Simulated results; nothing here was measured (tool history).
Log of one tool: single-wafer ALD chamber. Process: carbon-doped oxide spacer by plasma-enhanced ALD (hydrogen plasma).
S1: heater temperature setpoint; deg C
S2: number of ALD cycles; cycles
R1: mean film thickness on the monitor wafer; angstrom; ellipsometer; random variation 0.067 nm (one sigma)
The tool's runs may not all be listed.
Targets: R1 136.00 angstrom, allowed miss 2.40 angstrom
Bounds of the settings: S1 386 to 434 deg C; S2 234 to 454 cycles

run 1 day=0.000 | S1=410 S2=344 | R1=177.52
run 2 day=0.125 | S1=421 S2=344 | R1=170.27
run 3 day=0.438 | S1=423 S2=330 | R1=162.16
run 4 day=0.496 | S1=423 S2=310 | R1=152.85
run 5 day=0.604 | S1=425 S2=304 | R1=148.51
run 6 day=0.879 | S1=426 S2=299 | R1=145.29
run 7 day=1.250 | S1=427 S2=296 | R1=143.80
run 8 day=1.608 | S1=428 S2=293 | R1=140.13
run 9 day=1.771 | S1=429 S2=293 | R1=141.28
-- day=2.054 thermocouple changed; heater temperature recalibrated
run 10 day=2.054 | S1=430 S2=291 | R1=140.62
run 11 day=2.383 | S1=430 S2=289 | R1=140.16

Which of these 4 next moves meets every target?
run A day=2.712 | S1=430 S2=295 | R1=?
run B day=2.712 | S1=429 S2=279 | R1=?
run C day=2.712 | S1=427 S2=293 | R1=?
run D day=2.712 | S1=434 S2=298 | R1=?

move=A R1=144.67
move=B R1=137.35
move=C R1=145.33
move=D R1=143.93
A: further off than the last run
B: meets every target
C: further off than the last run
D: further off than the last run
Move B is the one to make.

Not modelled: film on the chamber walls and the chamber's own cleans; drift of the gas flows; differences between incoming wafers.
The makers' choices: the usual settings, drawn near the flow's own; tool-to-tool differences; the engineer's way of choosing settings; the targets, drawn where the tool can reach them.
